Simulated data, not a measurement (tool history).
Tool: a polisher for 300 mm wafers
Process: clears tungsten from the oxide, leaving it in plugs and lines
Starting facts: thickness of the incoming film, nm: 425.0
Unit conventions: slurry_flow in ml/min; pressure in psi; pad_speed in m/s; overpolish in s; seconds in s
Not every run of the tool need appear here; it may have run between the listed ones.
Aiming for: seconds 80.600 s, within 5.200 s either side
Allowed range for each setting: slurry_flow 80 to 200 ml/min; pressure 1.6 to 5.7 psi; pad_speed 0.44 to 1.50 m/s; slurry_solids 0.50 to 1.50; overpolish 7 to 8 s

{"run": 1, "hour": 0.0, "slurry_flow": 130, "pressure": 3.6, "pad_speed": 0.96, "slurry_solids": 1.0, "overpolish": 8, "seconds": 125.27}
{"run": 2, "hour": 4.4, "slurry_flow": 130, "pressure": 4.1, "pad_speed": 0.98, "slurry_solids": 1.0, "overpolish": 8, "seconds": 110.82}
{"run": 3, "hour": 6.2, "slurry_flow": 130, "pressure": 4.5, "pad_speed": 1.0, "slurry_solids": 1.0, "overpolish": 8, "seconds": 98.245}
{"run": 4, "hour": 6.8, "slurry_flow": 130, "pressure": 4.5, "pad_speed": 0.9, "slurry_solids": 1.0, "overpolish": 8, "seconds": 107.86}
{"run": 5, "hour": 9.4, "slurry_flow": 130, "pressure": 4.8, "pad_speed": 0.92, "slurry_solids": 1.0, "overpolish": 8, "seconds": 102.5}
{"run": 6, "hour": 12.6, "slurry_flow": 130, "pressure": 4.8, "pad_speed": 0.92, "slurry_solids": 1.0, "overpolish": 7, "seconds": 101.64}
{"run": 7, "hour": 20.6, "slurry_flow": 130, "pressure": 5.1, "pad_speed": 0.94, "slurry_solids": 1.0, "overpolish": 7, "seconds": 94.381}
{"run": 8, "hour": 25.7, "slurry_flow": 130, "pressure": 5.3, "pad_speed": 0.96, "slurry_solids": 1.0, "overpolish": 7, "seconds": 92.409}

5 next moves are on the table. One of them brings every result within its allowed miss. Which?
{"run": "A", "hour": 30.8, "slurry_flow": 140, "pressure": 5.7, "pad_speed": 1.16, "slurry_solids": 1.05, "overpolish": 8, "seconds": "?"}
{"run": "B", "hour": 30.8, "slurry_flow": 140, "pressure": 5.7, "pad_speed": 1.14, "slurry_solids": 1.05, "overpolish": 8, "seconds": "?"}
{"run": "C", "hour": 30.8, "slurry_flow": 125, "pressure": 5.5, "pad_speed": 1.18, "slurry_solids": 1.1, "overpolish": 8, "seconds": "?"}
{"run": "D", "hour": 30.8, "slurry_flow": 135, "pressure": 5.7, "pad_speed": 1.26, "slurry_solids": 0.75, "overpolish": 8, "seconds": "?"}
{"run": "E", "hour": 30.8, "slurry_flow": 145, "pressure": 5.3, "pad_speed": 1.06, "slurry_solids": 0.95, "overpolish": 8, "seconds": "?"}

move=A seconds=69.620
move=B seconds=70.810
move=C seconds=70.756
move=D seconds=70.623
move=E seconds=82.526
A: takes the result that was furthest off past its target
B: takes the result that was furthest off past its target
C: takes the result that was furthest off past its target
D: takes the result that was furthest off past its target
E: every result lands within tolerance
The move that meets every target is E.
